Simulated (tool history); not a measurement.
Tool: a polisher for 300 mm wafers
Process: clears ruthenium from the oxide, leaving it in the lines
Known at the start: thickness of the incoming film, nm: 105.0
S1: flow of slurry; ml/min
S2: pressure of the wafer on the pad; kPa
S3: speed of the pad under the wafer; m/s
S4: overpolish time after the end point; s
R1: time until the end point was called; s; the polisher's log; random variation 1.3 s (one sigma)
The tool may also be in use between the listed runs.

run	hour	S1	S2	S3	S4	R1
1	0	315	12.4	0.88	8	100.67
2	2.8	315	11	0.88	8	110.63
3	11.5	315	11	0.8	8	121.92
4	12.6	315	11	0.96	8	102.41
5	20.5	315	11	0.74	8	135.62
6	29.1	375	11	0.74	8	131.07
7	35.9	375	10.3	0.74	8	136.93

The next listed run, before its measurement:
8	37.5	375	10.3	0.74	8	?

{"run 8": {"R1": 137.54}}

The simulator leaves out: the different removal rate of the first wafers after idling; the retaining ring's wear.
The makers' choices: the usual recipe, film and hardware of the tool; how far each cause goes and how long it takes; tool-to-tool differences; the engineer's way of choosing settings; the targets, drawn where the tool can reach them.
